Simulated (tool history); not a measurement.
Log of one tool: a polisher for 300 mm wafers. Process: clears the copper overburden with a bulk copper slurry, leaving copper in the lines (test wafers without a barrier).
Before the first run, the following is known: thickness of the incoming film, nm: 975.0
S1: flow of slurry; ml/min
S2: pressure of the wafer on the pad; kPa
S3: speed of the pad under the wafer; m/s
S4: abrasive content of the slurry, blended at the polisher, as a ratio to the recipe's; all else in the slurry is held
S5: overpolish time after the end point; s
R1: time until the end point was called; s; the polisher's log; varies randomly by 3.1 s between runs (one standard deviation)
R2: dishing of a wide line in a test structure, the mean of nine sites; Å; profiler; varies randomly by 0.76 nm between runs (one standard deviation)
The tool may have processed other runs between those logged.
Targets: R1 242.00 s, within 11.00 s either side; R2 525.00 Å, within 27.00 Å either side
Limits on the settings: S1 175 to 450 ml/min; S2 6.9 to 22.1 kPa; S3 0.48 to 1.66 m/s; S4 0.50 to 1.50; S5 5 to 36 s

| run | hour | S1 | S2 | S3 | S4 | S5 | R1 | R2 |
|---|---|---|---|---|---|---|---|---|
| 1 | 0.0 | 290 | 14.5 | 1.06 | 1.00 | 18 | 120.20 | 743.94 |
| 2 | 4.6 | 290 | 14.5 | 1.06 | 1.00 | 14 | 119.43 | 629.39 |
| 3 | 13.2 | 290 | 14.5 | 1.06 | 0.90 | 14 | 120.76 | 619.12 |
| 4 | 19.5 | 290 | 14.5 | 1.06 | 0.75 | 14 | 130.72 | 587.74 |
| 5 | 23.6 | 290 | 14.5 | 1.06 | 0.75 | 19 | 126.92 | 712.05 |
| 6 | 31.8 | 235 | 14.5 | 1.06 | 0.75 | 19 | 131.95 | 696.27 |
| 7 | 38.5 | 235 | 13.8 | 1.04 | 0.75 | 19 | 139.02 | 676.04 |
| 8 | 43.9 | 235 | 13.1 | 1.02 | 0.75 | 19 | 149.00 | 653.09 |
| 9 | 49.5 | 235 | 9.0 | 0.94 | 0.75 | 23 | 220.81 | 523.41 |

Which single option among these 5 for the next run brings every result within its allowed miss of target? Just one does.
| A | 55.1 | 300 | 9.7 | 1.00 | 0.85 | 18 | ? | ? |
| B | 55.1 | 260 | 8.3 | 0.90 | 0.75 | 21 | ? | ? |
| C | 55.1 | 210 | 9.7 | 0.90 | 0.75 | 19 | ? | ? |
| D | 55.1 | 330 | 9.0 | 1.24 | 0.50 | 19 | ? | ? |
| E | 55.1 | 210 | 8.3 | 0.94 | 0.75 | 25 | ? | ? |

| move | R1 | R2 |
|---|---|---|
| A | 181.90 | 525.24 |
| B | 238.92 | 474.49 |
| C | 214.54 | 486.87 |
| D | 183.97 | 534.30 |
| E | 234.60 | 538.27 |
A: lands further from the targets than the last run did
B: brings the last run's worst result on target, with another outside its allowed miss
C: lands further from the targets than the last run did
D: lands further from the targets than the last run did
E: hits every target within its allowed miss
E meets every target.
